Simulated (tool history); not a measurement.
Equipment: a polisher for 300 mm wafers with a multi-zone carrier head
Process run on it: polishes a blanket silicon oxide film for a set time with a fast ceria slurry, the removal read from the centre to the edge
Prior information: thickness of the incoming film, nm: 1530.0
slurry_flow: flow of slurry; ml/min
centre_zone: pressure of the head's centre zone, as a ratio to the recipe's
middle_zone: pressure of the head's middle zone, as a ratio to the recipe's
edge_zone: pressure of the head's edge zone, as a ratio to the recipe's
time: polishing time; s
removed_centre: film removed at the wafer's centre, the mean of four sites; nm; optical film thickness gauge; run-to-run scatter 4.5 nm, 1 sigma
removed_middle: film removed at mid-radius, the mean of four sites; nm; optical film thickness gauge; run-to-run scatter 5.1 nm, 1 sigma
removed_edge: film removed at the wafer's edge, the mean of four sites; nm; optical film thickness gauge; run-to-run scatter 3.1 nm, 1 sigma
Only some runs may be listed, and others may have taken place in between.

{"run": 1, "hour": 0.0, "slurry_flow": 300, "centre_zone": 1, "middle_zone": 1, "edge_zone": 1, "time": 33, "removed_centre": 436.89, "removed_middle": 429.91, "removed_edge": 459.33}
{"run": 2, "hour": 8.0, "slurry_flow": 300, "centre_zone": 1, "middle_zone": 1, "edge_zone": 1.04, "time": 33, "removed_centre": 435.67, "removed_middle": 436.3, "removed_edge": 466.75}
{"run": 3, "hour": 13.9, "slurry_flow": 295, "centre_zone": 1, "middle_zone": 0.99, "edge_zone": 0.99, "time": 32, "removed_centre": 412.71, "removed_middle": 416, "removed_edge": 440.78}
{"run": 4, "hour": 18.2, "slurry_flow": 260, "centre_zone": 1, "middle_zone": 0.99, "edge_zone": 0.99, "time": 32, "removed_centre": 406.98, "removed_middle": 414.88, "removed_edge": 443.78}
{"run": 5, "hour": 19.6, "slurry_flow": 260, "centre_zone": 0.96, "middle_zone": 0.99, "edge_zone": 0.99, "time": 32, "removed_centre": 400.1, "removed_middle": 412.28, "removed_edge": 435.9}
{"run": 6, "hour": 26.2, "slurry_flow": 260, "centre_zone": 1.01, "middle_zone": 0.99, "edge_zone": 0.99, "time": 32, "removed_centre": 416.27, "removed_middle": 411.81, "removed_edge": 433.51}
{"run": 7, "hour": 30.1, "slurry_flow": 255, "centre_zone": 1.02, "middle_zone": 0.97, "edge_zone": 0.97, "time": 32, "removed_centre": 422.07, "removed_middle": 397.18, "removed_edge": 434.66}
{"run": 8, "hour": 33.7, "slurry_flow": 255, "centre_zone": 1.02, "middle_zone": 0.97, "edge_zone": 0.95, "time": 32, "removed_centre": 421.52, "removed_middle": 411.87, "removed_edge": 425.76}
{"run": 9, "hour": 37.6, "slurry_flow": 250, "centre_zone": 1.02, "middle_zone": 0.95, "edge_zone": 0.94, "time": 32, "removed_centre": 421.42, "removed_middle": 390.77, "removed_edge": 427.68}
{"run": 10, "hour": 46.4, "slurry_flow": 245, "centre_zone": 1.02, "middle_zone": 0.95, "edge_zone": 0.92, "time": 32, "removed_centre": 417.45, "removed_middle": 386.99, "removed_edge": 418.51}

Estimate the outcome of run 11 from the log above:
{"hour": 54.4, "done": "slurry nozzle cleaned"}
{"run": 11, "hour": 54.4, "slurry_flow": 245, "centre_zone": 1.02, "middle_zone": 0.95, "edge_zone": 0.91, "time": 32, "removed_centre": "?", "removed_middle": "?", "removed_edge": "?"}

{"run 11": {"removed_centre": 437.34, "removed_middle": 406.68, "removed_edge": 428.67}}
